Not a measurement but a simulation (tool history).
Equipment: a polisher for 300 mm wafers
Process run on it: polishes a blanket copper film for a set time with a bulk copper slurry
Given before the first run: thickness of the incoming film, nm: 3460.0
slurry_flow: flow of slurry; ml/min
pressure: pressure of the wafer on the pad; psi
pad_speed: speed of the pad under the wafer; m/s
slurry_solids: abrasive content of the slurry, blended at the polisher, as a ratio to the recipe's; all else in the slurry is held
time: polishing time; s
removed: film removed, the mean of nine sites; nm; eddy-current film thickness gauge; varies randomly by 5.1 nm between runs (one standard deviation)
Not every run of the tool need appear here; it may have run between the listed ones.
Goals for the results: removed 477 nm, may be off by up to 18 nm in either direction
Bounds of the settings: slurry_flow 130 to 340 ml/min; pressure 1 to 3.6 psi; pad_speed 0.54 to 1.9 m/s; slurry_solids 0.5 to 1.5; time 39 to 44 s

run    day  slurry_flow  pressure  pad_speed  slurry_solids  time  removed
  1      0          220       2.3       1.22              1    44   348.87
  2  0.062          220       2.4       1.22              1    44   366.24
  3  0.188          220       2.5       1.22              1    44   381.16
  4  0.425          220       2.6       1.22              1    44   385.27
  5  0.454          220       2.6       1.22              1    39   347.45
  6  0.625          220       2.6       1.22           1.15    39   356.42
  7  0.658          220       2.7       1.22           1.15    39   376.63
  8  0.767          220       2.8       1.22           1.15    39   389.92
  9  0.917          220       2.9       1.22           1.15    39   398.13
 10  1.279          220         3       1.22           1.15    39   416.02

Exactly one of the 4 candidate moves below puts every result within its allowed miss. Which one?
  A  1.642          220       2.8       1.34            1.1    41        ?
  B  1.642          290       2.7        1.5            0.9    42        ?
  C  1.642          235       3.4       1.02              1    43        ?
  D  1.642          205       2.3       1.46           1.45    43        ?

move  removed
   A   437.59
   B   479.19
   C   421.57
   D   431.69
A: nearer the targets than the last run, but a result is still out of spec
B: hits every target within its allowed miss
C: nearer the targets than the last run, but a result is still out of spec
D: nearer the targets than the last run, but a result is still out of spec
B is the move that brings every result within its allowed miss.

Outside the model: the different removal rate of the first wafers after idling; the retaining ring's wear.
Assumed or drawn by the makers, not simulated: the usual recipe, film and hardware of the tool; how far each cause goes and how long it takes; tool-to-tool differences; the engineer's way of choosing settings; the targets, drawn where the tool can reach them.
